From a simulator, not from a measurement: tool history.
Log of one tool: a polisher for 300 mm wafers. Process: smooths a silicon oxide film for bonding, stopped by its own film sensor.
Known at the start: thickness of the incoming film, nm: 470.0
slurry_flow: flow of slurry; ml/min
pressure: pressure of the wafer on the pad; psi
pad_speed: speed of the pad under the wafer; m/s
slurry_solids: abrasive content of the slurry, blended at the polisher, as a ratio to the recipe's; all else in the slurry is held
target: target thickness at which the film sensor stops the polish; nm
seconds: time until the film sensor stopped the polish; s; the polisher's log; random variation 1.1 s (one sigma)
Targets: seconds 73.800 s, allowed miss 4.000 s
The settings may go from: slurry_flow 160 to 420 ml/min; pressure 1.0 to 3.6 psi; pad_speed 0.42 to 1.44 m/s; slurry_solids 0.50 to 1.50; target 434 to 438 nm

run 1 hour=0.0 | slurry_flow=270 pressure=2.3 pad_speed=0.92 slurry_solids=1.00 target=434 | seconds=46.966
run 2 hour=3.8 | slurry_flow=270 pressure=2.3 pad_speed=0.92 slurry_solids=1.00 target=438 | seconds=41.226
run 3 hour=8.2 | slurry_flow=270 pressure=2.1 pad_speed=0.92 slurry_solids=1.00 target=438 | seconds=45.343
run 4 hour=8.9 | slurry_flow=270 pressure=1.9 pad_speed=0.90 slurry_solids=1.00 target=438 | seconds=48.961
run 5 hour=12.4 | slurry_flow=270 pressure=1.9 pad_speed=0.90 slurry_solids=1.00 target=434 | seconds=56.661
run 6 hour=18.3 | slurry_flow=270 pressure=1.8 pad_speed=0.90 slurry_solids=1.00 target=434 | seconds=55.465
run 7 hour=22.4 | slurry_flow=270 pressure=1.6 pad_speed=0.88 slurry_solids=1.00 target=434 | seconds=63.278
run 8 hour=25.5 | slurry_flow=270 pressure=1.5 pad_speed=0.88 slurry_solids=1.00 target=434 | seconds=66.429

Which of these 5 next moves meets every target?
run A hour=28.6 | slurry_flow=245 pressure=1.3 pad_speed=0.76 slurry_solids=1.00 target=437 | seconds=?
run B hour=28.6 | slurry_flow=160 pressure=1.2 pad_speed=1.06 slurry_solids=1.10 target=436 | seconds=?
run C hour=28.6 | slurry_flow=275 pressure=1.5 pad_speed=0.90 slurry_solids=0.95 target=437 | seconds=?
run D hour=28.6 | slurry_flow=355 pressure=2.1 pad_speed=0.66 slurry_solids=0.85 target=434 | seconds=?
run E hour=28.6 | slurry_flow=295 pressure=1.2 pad_speed=0.88 slurry_solids=1.10 target=437 | seconds=?

move=A seconds=76.753
move=B seconds=65.504
move=C seconds=62.186
move=D seconds=68.879
move=E seconds=68.642
A: meets every target
B: further off than the last run
C: further off than the last run
D: nearer than the last run, and not there yet
E: nearer than the last run, and not there yet
Answer: A
